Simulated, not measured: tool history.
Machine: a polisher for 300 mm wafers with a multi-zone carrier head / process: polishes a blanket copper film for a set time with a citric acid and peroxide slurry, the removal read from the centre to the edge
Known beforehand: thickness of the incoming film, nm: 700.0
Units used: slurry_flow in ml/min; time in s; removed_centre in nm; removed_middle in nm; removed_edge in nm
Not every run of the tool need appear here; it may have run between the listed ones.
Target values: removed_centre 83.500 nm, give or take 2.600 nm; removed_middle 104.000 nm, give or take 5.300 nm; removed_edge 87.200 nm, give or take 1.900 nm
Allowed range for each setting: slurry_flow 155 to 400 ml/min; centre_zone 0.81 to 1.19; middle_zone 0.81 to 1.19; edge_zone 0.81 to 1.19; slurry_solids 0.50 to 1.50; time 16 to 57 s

run	day	slurry_flow	centre_zone	middle_zone	edge_zone	slurry_solids	time	removed_centre	removed_middle	removed_edge
1	0.000	255	1.00	1.00	1.00	1.00	36	58.351	61.000	59.388
2	0.346	255	1.00	1.06	1.00	1.00	36	59.866	63.317	59.707
3	0.429	255	1.00	1.06	1.00	1.00	28	46.125	48.781	45.990
4	0.738	270	0.98	1.09	1.00	1.10	32	52.748	58.924	55.002
5	0.904	270	0.98	1.15	1.00	1.10	32	53.634	62.811	54.042
6	0.925	285	0.98	1.16	1.00	1.20	35	59.426	69.231	61.263
# day 1.058: slurry nozzle cleaned
7	1.058	275	0.97	1.17	0.97	1.25	38	67.707	82.109	67.935
8	1.092	275	0.97	1.17	0.97	1.25	38	66.510	80.260	68.571
9	1.121	275	0.97	1.17	0.96	1.30	39	70.812	83.527	70.371
10	1.338	275	0.96	1.17	0.96	1.35	40	71.708	89.875	73.412

Next run, 5 choices. One meets every target within its allowed miss, the rest don't. Which?
A	1.554	260	0.99	1.10	1.13	1.20	42	?	?	?
B	1.554	255	0.94	0.99	0.95	1.15	50	?	?	?
C	1.554	370	0.89	1.00	1.19	1.25	46	?	?	?
D	1.554	270	0.86	1.03	1.12	1.25	49	?	?	?
E	1.554	255	0.94	1.17	0.97	1.35	48	?	?	?

move	removed_centre	removed_middle	removed_edge
A	74.172	84.011	77.959
B	83.089	90.359	86.325
C	77.056	88.506	90.240
D	77.167	94.022	91.910
E	83.048	104.020	86.578
A: closer than the last run, but not yet in spec
B: brings the result that was furthest off to its target, and leaves another outside
C: pushes the last run's worst result past its target
D: pushes the last run's worst result past its target
E: hits every target within its allowed miss
The right move is E.
